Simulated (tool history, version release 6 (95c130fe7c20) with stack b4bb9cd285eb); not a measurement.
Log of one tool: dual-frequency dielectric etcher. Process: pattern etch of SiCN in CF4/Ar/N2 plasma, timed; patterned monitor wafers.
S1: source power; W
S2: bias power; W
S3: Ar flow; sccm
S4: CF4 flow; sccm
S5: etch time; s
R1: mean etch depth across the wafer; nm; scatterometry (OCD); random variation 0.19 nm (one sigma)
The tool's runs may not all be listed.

| run | day | S1 | S2 | S3 | S4 | S5 | R1 |
|---|---|---|---|---|---|---|---|
| 1 | 0 | 540 | 90 | 118 | 51 | 67.5 | 69.602 |
| 2 | 0.317 | 550 | 90 | 118 | 51 | 67.5 | 70.245 |
| 3 | 0.45 | 550 | 90 | 133 | 51 | 67.5 | 69.08 |
| 4 | 0.554 | 550 | 90 | 133 | 51 | 62.5 | 63.737 |
| 5 | 0.912 | 570 | 90 | 133 | 51 | 62.5 | 65.471 |
| 6 | 1.162 | 610 | 90 | 133 | 51 | 62.5 | 68.532 |
| 7 | 1.238 | 630 | 90 | 133 | 51 | 62.5 | 70.181 |

Run 8 comes next. What will it give?
| 8 | 1.375 | 640 | 90 | 133 | 51 | 62.5 | ? |

R1: 71.101 nm
